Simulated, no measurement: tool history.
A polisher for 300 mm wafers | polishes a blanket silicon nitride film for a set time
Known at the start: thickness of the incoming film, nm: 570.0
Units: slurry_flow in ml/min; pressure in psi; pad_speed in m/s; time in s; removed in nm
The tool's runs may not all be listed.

run,hour,slurry_flow,pressure,pad_speed,time,removed
1,0,170,4.6,1.38,25,87.13
2,8.6,170,4.6,1.38,25,87.614
3,12.7,175,5.1,1.38,25,95.448
4,21.6,175,4.2,1.38,25,79.103
5,28.2,175,4.2,1.38,25,80.585
6,36.7,200,4.2,1.38,25,82.263

Run 7 comes next. What will it give?
7,40.9,205,4.8,1.38,25,?

Run 7 gave removed 94.268 nm.
